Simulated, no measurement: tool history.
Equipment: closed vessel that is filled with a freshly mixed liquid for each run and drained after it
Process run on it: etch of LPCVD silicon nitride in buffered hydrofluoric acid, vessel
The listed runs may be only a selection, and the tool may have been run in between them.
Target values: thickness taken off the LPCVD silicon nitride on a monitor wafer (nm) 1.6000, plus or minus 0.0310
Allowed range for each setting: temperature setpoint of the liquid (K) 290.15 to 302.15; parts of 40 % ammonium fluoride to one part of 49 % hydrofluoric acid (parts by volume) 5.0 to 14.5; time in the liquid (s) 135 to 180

run	hour	temperature setpoint of the liquid (K)	parts of 40 % ammonium fluoride to one part of 49 % hydrofluoric acid (parts by volume)	time in the liquid (s)	thickness taken off the LPCVD silicon nitride on a monitor wafer (nm)
1	0.0	294.15	9.0	180	2.3015
2	8.2	296.65	9.0	180	2.6253
3	13.7	296.65	10.5	180	2.3428
4	18.9	294.65	10.5	180	2.1047
5	21.6	293.15	10.5	180	1.9116
6	26.4	293.15	10.5	180	1.9258
7	28.3	293.15	10.5	180	1.9082
8	36.0	292.15	10.5	180	1.8214
9	37.7	290.15	11.0	180	1.5631

Exactly one of the 5 candidate moves below puts every result within its allowed miss. Which one?
A	39.4	292.15	12.0	170	?
B	39.4	290.65	10.5	160	?
C	39.4	291.15	11.5	175	?
D	39.4	294.65	13.5	175	?
E	39.4	290.65	11.0	170	?

move	thickness taken off the LPCVD silicon nitride on a monitor wafer (nm)
A	1.5171
B	1.4942
C	1.5385
D	1.6004
E	1.5171
A: moves away from the targets compared with the last run
B: moves away from the targets compared with the last run
C: moves away from the targets compared with the last run
D: hits every target within its allowed miss
E: moves away from the targets compared with the last run
D is the move that brings every result within its allowed miss.

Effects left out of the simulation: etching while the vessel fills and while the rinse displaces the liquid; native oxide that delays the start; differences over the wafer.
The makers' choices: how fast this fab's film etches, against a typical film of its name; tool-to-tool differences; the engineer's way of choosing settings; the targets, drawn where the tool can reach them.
